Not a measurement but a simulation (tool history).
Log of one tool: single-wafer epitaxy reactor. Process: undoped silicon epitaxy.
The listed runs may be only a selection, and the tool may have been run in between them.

| run | day | wafer temperature setpoint (pyrometer-controlled) (K) | deposition time (s) | mean film thickness on the monitor wafer (Å) |
|---|---|---|---|---|
| 1 | 0.000 | 908.15 | 237 | 250.56 |
| 2 | 0.267 | 902.15 | 237 | 215.68 |
| 3 | 0.392 | 904.15 | 237 | 225.95 |
| 4 | 0.683 | 915.15 | 237 | 300.01 |
| 5 | 0.958 | 915.15 | 250 | 316.65 |
| 6 | 1.129 | 920.15 | 250 | 361.53 |

What will run 7 give?
| 7 | 1.450 | 919.15 | 250 | ? |

{"run 7": {"mean film thickness on the monitor wafer (Å)": 348.52}}
